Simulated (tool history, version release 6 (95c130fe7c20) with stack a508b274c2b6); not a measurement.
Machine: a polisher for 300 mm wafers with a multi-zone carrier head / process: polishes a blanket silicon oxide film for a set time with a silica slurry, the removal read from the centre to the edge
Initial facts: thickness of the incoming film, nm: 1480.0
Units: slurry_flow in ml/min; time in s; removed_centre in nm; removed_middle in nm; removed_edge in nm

run	hour	slurry_flow	centre_zone	middle_zone	edge_zone	slurry_solids	time	removed_centre	removed_middle	removed_edge
1	0	240	1	1	1	1	52	316.45	306.09	310.66
2	8.5	240	1.06	1	1	1	52	335.87	305.25	308.88
3	16.3	240	1.06	1	1.05	1	52	338.78	302.79	319.75
4	16.9	270	1.06	1	1.05	1	52	343.13	316.57	321.34
5	21.7	270	1.06	1	1.05	1.1	52	357.37	326.53	339.96
6	30.6	270	1.06	1	0.99	1.1	52	359.03	328.68	325.68
7	38.3	200	0.96	0.9	0.89	0.9	52	286.14	257.68	273.36
8	41.4	195	0.94	0.9	0.89	0.9	52	273.57	263.81	273.3
9	48.8	190	0.93	0.89	0.89	0.9	52	273.4	259.29	274.97
10	56.5	160	0.83	0.87	0.88	0.85	52	226.07	238.47	259.78
11	62	160	0.83	0.87	0.88	0.85	52	224.4	236.54	259.92
12	68.9	170	0.83	0.87	0.88	0.85	52	230.76	241.1	259.59
13	70.3	175	0.83	0.87	0.89	0.85	52	231.35	240.57	261.53
14	73.1	180	0.83	0.87	0.9	0.85	52	232.47	241.34	267.13
15	74.1	185	0.83	0.87	0.9	0.85	52	233.71	245.13	270.39

Run 16 is up next; what results do you expect?
16	81.6	190	0.83	0.87	0.9	0.85	52	?	?	?

Run 16 came out at removed_centre 237.73 nm, removed_middle 245.83 nm, removed_edge 267.31 nm.
